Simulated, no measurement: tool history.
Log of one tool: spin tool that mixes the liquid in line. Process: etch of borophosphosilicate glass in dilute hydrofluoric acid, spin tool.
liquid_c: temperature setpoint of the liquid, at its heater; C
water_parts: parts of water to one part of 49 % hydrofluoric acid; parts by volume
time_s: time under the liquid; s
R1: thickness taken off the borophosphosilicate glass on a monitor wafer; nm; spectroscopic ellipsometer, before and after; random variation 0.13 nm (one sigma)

{"run": 1, "hour": 0.0, "liquid_c": 24.0, "water_parts": 60, "time_s": 15, "R1": 10.099}
{"run": 2, "hour": 1.4, "liquid_c": 24.0, "water_parts": 60, "time_s": 15, "R1": 10.12}
{"run": 3, "hour": 2.3, "liquid_c": 26.0, "water_parts": 55, "time_s": 15, "R1": 12.128}
{"run": 4, "hour": 2.9, "liquid_c": 26.0, "water_parts": 55, "time_s": 15, "R1": 12.231}
{"run": 5, "hour": 10.1, "liquid_c": 27.5, "water_parts": 55, "time_s": 15, "R1": 12.845}
{"run": 6, "hour": 14.9, "liquid_c": 27.5, "water_parts": 55, "time_s": 15, "R1": 13.086}
{"run": 7, "hour": 20.6, "liquid_c": 29.0, "water_parts": 55, "time_s": 15, "R1": 13.665}
{"run": 8, "hour": 26.9, "liquid_c": 29.0, "water_parts": 55, "time_s": 15, "R1": 13.843}
{"run": 9, "hour": 31.2, "liquid_c": 30.0, "water_parts": 55, "time_s": 15, "R1": 14.37}
{"run": 10, "hour": 38.4, "liquid_c": 30.5, "water_parts": 55, "time_s": 15, "R1": 14.242}
{"run": 11, "hour": 47.0, "liquid_c": 31.0, "water_parts": 55, "time_s": 15, "R1": 14.789}

Run 12 comes next. What will it give?
{"run": 12, "hour": 53.5, "liquid_c": 31.5, "water_parts": 55, "time_s": 15, "R1": "?"}

{"run 12": {"R1": 15.094}}

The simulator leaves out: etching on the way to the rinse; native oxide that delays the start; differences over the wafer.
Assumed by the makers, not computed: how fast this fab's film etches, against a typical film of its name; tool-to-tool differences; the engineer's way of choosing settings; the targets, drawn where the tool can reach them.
